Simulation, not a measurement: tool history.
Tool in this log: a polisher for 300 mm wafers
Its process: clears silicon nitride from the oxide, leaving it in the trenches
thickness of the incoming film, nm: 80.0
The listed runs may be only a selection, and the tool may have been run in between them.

| run | hour | flow of slurry (ml/min) | pressure of the wafer on the pad (psi) | speed of the pad under the wafer (m/s) | overpolish time after the end point (s) | time until the end point was called (s) |
|---|---|---|---|---|---|---|
| 1 | 0.0 | 245 | 2.1 | 1.24 | 5 | 93.961 |
| 2 | 4.5 | 245 | 2.3 | 1.24 | 5 | 86.101 |
| 3 | 13.1 | 245 | 2.3 | 0.92 | 5 | 116.520 |
| 4 | 17.6 | 245 | 2.0 | 0.92 | 5 | 131.130 |
| 5 | 24.7 | 215 | 2.0 | 0.92 | 5 | 133.970 |
| 6 | 33.3 | 215 | 2.0 | 0.92 | 4 | 135.480 |
| 7 | 37.8 | 230 | 2.3 | 0.96 | 4 | 112.660 |

Predict the results of run 8:
| 8 | 41.4 | 240 | 2.5 | 1.00 | 4 | ? |

{"run 8": {"time until the end point was called (s)": 98.802}}
